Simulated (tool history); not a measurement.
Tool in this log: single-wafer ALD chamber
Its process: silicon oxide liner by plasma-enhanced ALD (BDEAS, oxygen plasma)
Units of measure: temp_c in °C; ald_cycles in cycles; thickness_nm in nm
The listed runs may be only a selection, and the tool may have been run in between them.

run 1 hour=0 | temp_c=320 ald_cycles=86 | thickness_nm=8.2434
run 2 hour=3.1 | temp_c=309 ald_cycles=86 | thickness_nm=8.331
run 3 hour=6.3 | temp_c=309 ald_cycles=93 | thickness_nm=9.0508
run 4 hour=8.9 | temp_c=309 ald_cycles=87 | thickness_nm=8.397
run 5 hour=11.4 | temp_c=309 ald_cycles=83 | thickness_nm=8.0439
run 6 hour=16.9 | temp_c=309 ald_cycles=80 | thickness_nm=7.7021
run 7 hour=24.3 | temp_c=309 ald_cycles=79 | thickness_nm=7.604

Run 8, settings as shown, results not yet in. Your forecast:
run 8 hour=32.9 | temp_c=309 ald_cycles=78 | thickness_nm=?

{"run 8": {"thickness_nm": 7.4896}}
